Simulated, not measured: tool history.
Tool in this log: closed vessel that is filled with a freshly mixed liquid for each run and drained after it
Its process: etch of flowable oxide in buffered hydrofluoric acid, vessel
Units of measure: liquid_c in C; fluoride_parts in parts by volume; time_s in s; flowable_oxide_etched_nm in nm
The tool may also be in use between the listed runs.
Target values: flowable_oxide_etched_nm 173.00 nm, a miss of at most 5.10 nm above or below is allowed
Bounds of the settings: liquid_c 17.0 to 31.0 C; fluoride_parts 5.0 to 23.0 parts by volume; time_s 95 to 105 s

run,hour,liquid_c,fluoride_parts,time_s,flowable_oxide_etched_nm
1,0.0,23.0,14.0,95,217.59
2,5.5,23.0,14.0,105,240.57
3,10.8,23.0,14.0,105,238.41
4,11.7,22.0,14.0,105,226.34
5,16.7,22.0,14.0,95,203.82
6,19.1,22.0,14.0,95,205.52
7,26.3,21.5,14.0,95,199.94
8,29.4,21.0,14.0,95,194.21
9,37.2,20.5,14.0,95,189.86
10,41.9,20.0,14.0,95,182.87

5 candidate next runs follow, results not yet known. Just one meets every target within its allowed miss. Identify it.
A,46.6,20.0,14.5,100,?
B,46.6,22.5,16.5,100,?
C,46.6,19.5,15.0,100,?
D,46.6,18.5,12.5,105,?
E,46.6,19.0,13.0,100,?

move,flowable_oxide_etched_nm
A,186.58
B,188.82
C,175.47
D,208.27
E,196.34
A: further off than the last run
B: further off than the last run
C: each result inside its tolerance
D: further off than the last run
E: further off than the last run
The right move is C.

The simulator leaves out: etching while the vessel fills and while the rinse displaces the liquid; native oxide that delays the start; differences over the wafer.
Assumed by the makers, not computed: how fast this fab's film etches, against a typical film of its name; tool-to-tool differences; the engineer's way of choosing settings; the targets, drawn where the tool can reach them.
